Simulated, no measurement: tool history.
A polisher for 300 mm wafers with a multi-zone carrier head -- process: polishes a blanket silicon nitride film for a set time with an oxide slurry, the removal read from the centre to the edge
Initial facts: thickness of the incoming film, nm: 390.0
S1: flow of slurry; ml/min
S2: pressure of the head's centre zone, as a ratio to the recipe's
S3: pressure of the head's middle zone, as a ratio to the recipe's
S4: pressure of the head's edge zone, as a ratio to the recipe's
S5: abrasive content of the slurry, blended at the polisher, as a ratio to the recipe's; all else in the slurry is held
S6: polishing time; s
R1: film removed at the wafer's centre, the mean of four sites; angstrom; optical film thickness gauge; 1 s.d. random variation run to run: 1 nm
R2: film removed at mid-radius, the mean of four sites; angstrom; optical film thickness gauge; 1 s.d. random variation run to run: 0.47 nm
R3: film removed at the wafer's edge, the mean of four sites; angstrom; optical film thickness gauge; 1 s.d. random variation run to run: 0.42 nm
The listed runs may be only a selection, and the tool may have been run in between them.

run	hour	S1	S2	S3	S4	S5	S6	R1	R2	R3
1	0	215	1	1	1	1	64	505.24	510.58	514.18
2	6.6	220	1.02	1.02	1.02	1.05	64	531.98	526.74	529.08
3	10.2	220	1.02	1.02	1.02	0.95	64	520.18	506.77	515.83
4	14.2	230	1.03	1.04	1.04	1	64	530.82	526.31	525.56
5	22	235	1.04	1.05	1.05	1.05	64	553.02	539.25	539.97
6	30.4	235	1.04	1.05	1.11	1.05	64	547.42	541.6	548.77
7	31	235	1.04	1.05	1.11	1.05	64	553.23	546.99	556.71
8	37	240	1.05	1.06	1.12	1.1	64	560.8	548.43	572.39
9	42.3	245	1.06	1.08	1.1	1.15	64	585.93	577.51	577.58

Estimate the outcome of run 10 from the log above:
10	46.8	250	1.07	1.09	1.1	1.2	64	?	?	?

Logged for run 10: R1 604.66 angstrom, R2 598.96 angstrom, R3 588.64 angstrom.
